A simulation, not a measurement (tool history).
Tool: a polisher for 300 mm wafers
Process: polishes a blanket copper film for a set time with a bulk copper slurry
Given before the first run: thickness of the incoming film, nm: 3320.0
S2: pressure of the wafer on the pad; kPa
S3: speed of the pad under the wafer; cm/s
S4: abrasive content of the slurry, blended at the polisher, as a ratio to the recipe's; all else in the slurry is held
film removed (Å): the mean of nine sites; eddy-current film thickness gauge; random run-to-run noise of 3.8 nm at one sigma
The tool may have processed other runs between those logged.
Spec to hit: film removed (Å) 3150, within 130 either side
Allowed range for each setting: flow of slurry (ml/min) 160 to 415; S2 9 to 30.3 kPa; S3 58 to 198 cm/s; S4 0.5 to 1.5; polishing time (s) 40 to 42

{"run": 1, "hour": 0.0, "flow of slurry (ml/min)": 265, "S2": 19.3, "S3": 128, "S4": 1, "polishing time (s)": 40, "film removed (Å)": 4517.1}
{"run": 2, "hour": 6.2, "flow of slurry (ml/min)": 265, "S2": 18.6, "S3": 128, "S4": 1, "polishing time (s)": 40, "film removed (Å)": 4424.8}
{"run": 3, "hour": 7.4, "flow of slurry (ml/min)": 265, "S2": 17.9, "S3": 128, "S4": 1, "polishing time (s)": 40, "film removed (Å)": 4164.8}
{"run": 4, "hour": 15.1, "flow of slurry (ml/min)": 265, "S2": 17.2, "S3": 128, "S4": 1, "polishing time (s)": 40, "film removed (Å)": 4144.2}
{"run": 5, "hour": 22.5, "flow of slurry (ml/min)": 265, "S2": 16.5, "S3": 128, "S4": 1, "polishing time (s)": 40, "film removed (Å)": 3908.9}
{"hour": 29.5, "done": "head pressure recalibrated"}
{"run": 6, "hour": 29.5, "flow of slurry (ml/min)": 265, "S2": 16.5, "S3": 128, "S4": 0.85, "polishing time (s)": 40, "film removed (Å)": 4100.8}
{"run": 7, "hour": 35.9, "flow of slurry (ml/min)": 265, "S2": 15.9, "S3": 128, "S4": 0.85, "polishing time (s)": 40, "film removed (Å)": 4043.6}
{"run": 8, "hour": 36.5, "flow of slurry (ml/min)": 265, "S2": 15.2, "S3": 128, "S4": 0.85, "polishing time (s)": 40, "film removed (Å)": 3906.5}
{"run": 9, "hour": 44.7, "flow of slurry (ml/min)": 265, "S2": 15.2, "S3": 128, "S4": 0.85, "polishing time (s)": 40, "film removed (Å)": 3793.1}
{"run": 10, "hour": 52.9, "flow of slurry (ml/min)": 265, "S2": 14.5, "S3": 128, "S4": 0.85, "polishing time (s)": 40, "film removed (Å)": 3648.3}
{"run": 11, "hour": 54.2, "flow of slurry (ml/min)": 265, "S2": 11, "S3": 126, "S4": 0.85, "polishing time (s)": 40, "film removed (Å)": 2837.1}
{"run": 12, "hour": 62.2, "flow of slurry (ml/min)": 265, "S2": 11.7, "S3": 126, "S4": 0.85, "polishing time (s)": 40, "film removed (Å)": 2955.3}

Of the 5 settings listed for the next run, only one would bring every result within its allowed miss of target. Which one?
{"run": "A", "hour": 70.2, "flow of slurry (ml/min)": 295, "S2": 12.4, "S3": 134, "S4": 0.85, "polishing time (s)": 42, "film removed (Å)": "?"}
{"run": "B", "hour": 70.2, "flow of slurry (ml/min)": 295, "S2": 14.5, "S3": 112, "S4": 0.95, "polishing time (s)": 41, "film removed (Å)": "?"}
{"run": "C", "hour": 70.2, "flow of slurry (ml/min)": 295, "S2": 12.4, "S3": 118, "S4": 1.05, "polishing time (s)": 40, "film removed (Å)": "?"}
{"run": "D", "hour": 70.2, "flow of slurry (ml/min)": 275, "S2": 13.8, "S3": 132, "S4": 0.8, "polishing time (s)": 40, "film removed (Å)": "?"}
{"run": "E", "hour": 70.2, "flow of slurry (ml/min)": 170, "S2": 14.5, "S3": 118, "S4": 0.85, "polishing time (s)": 41, "film removed (Å)": "?"}

move=A film_removed_(Å)=3469.3
move=B film_removed_(Å)=3508.7
move=C film_removed_(Å)=3120.7
move=D film_removed_(Å)=3554.8
move=E film_removed_(Å)=3361.3
A: pushes the last run's worst result past its target
B: pushes the last run's worst result past its target
C: meets every target
D: pushes the last run's worst result past its target
E: pushes the last run's worst result past its target
C meets every target.
